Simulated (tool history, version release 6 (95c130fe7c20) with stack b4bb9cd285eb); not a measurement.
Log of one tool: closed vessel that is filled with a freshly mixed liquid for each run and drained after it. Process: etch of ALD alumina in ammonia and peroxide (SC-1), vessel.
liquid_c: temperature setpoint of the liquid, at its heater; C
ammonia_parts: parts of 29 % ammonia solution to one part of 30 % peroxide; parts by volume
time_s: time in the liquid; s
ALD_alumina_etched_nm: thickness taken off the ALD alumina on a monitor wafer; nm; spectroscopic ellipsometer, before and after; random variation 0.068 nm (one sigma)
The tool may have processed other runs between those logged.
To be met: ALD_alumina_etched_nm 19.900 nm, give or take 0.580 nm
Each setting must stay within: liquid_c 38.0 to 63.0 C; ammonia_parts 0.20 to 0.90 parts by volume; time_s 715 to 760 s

| run | hour | liquid_c | ammonia_parts | time_s | ALD_alumina_etched_nm |
|---|---|---|---|---|---|
| 1 | 0.0 | 47.0 | 0.50 | 715 | 24.264 |
| 2 | 8.9 | 50.5 | 0.50 | 715 | 29.459 |
| 3 | 15.7 | 49.0 | 0.50 | 715 | 27.360 |
| 4 | 24.6 | 42.0 | 0.50 | 715 | 18.324 |
| 5 | 33.1 | 46.5 | 0.50 | 715 | 23.767 |
| 6 | 39.1 | 46.0 | 0.50 | 715 | 23.022 |
| 7 | 45.1 | 45.5 | 0.50 | 715 | 22.189 |
| 8 | 45.7 | 45.0 | 0.50 | 715 | 21.633 |
| 9 | 49.2 | 44.5 | 0.50 | 715 | 21.069 |
| 10 | 51.0 | 44.0 | 0.50 | 715 | 20.571 |

Of the 5 settings listed for the next run, only one would bring every result within its allowed miss of target. Which one?
| A | 52.8 | 43.5 | 0.50 | 760 | ? |
| B | 52.8 | 45.0 | 0.55 | 725 | ? |
| C | 52.8 | 46.0 | 0.50 | 715 | ? |
| D | 52.8 | 43.5 | 0.55 | 715 | ? |
| E | 52.8 | 43.5 | 0.60 | 760 | ? |

| move | ALD_alumina_etched_nm |
|---|---|
| A | 21.164 |
| B | 22.201 |
| C | 22.964 |
| D | 20.093 |
| E | 21.535 |
A: moves away from the targets compared with the last run
B: moves away from the targets compared with the last run
C: moves away from the targets compared with the last run
D: hits every target within its allowed miss
E: moves away from the targets compared with the last run
The right move is D.

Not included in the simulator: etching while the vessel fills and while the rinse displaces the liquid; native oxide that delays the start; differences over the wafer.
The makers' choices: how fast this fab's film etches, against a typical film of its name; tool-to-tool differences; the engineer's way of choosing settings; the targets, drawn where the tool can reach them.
